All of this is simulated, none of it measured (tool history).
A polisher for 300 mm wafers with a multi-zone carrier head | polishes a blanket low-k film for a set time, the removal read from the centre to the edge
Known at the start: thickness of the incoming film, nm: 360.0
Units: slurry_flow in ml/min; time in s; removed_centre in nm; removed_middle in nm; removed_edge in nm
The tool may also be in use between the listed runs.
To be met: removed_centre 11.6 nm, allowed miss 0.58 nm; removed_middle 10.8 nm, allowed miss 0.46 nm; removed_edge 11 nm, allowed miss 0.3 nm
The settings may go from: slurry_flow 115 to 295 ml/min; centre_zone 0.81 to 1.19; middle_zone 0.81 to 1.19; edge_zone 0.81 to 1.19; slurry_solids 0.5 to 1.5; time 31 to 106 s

run,hour,slurry_flow,centre_zone,middle_zone,edge_zone,slurry_solids,time,removed_centre,removed_middle,removed_edge
1,0,190,1,1,1,1,68,26.53,24.522,24.07
2,3.3,180,0.97,0.97,0.96,0.85,58,20.9,18.843,18.793
3,4.4,145,0.97,0.97,0.96,0.85,58,20.145,18.496,18.318
4,12.1,140,0.94,0.95,0.94,0.75,52,17.037,15.608,15.647
5,13.8,135,0.91,0.93,0.92,0.65,48,14.524,13.187,13.81
6,20.4,135,0.91,0.93,0.92,0.75,48,14.84,13.828,14.237
7,23,130,0.9,0.93,0.89,0.65,46,13.382,12.465,12.901
8,32,135,0.9,0.94,0.83,0.5,41,11.296,10.827,10.387

Which of these 5 next moves meets every target?
A,41,200,0.98,1.09,0.81,0.5,35,?,?,?
B,41,130,0.81,0.91,0.85,0.55,43,?,?,?
C,41,145,0.95,1.03,0.81,0.5,38,?,?,?
D,41,125,0.91,0.92,0.87,0.5,43,?,?,?
E,41,180,0.96,1.04,0.82,0.5,36,?,?,?

move,removed_centre,removed_middle,removed_edge
A,11.371,11.133,9.2959
B,10.801,11.124,11.283
C,11.221,10.884,9.6897
D,11.702,10.835,11.027
E,11.242,10.822,9.4957
A: further off than the last run
B: brings the result that was furthest off to its target, and leaves another outside
C: further off than the last run
D: meets every target
E: further off than the last run
The right move is D.
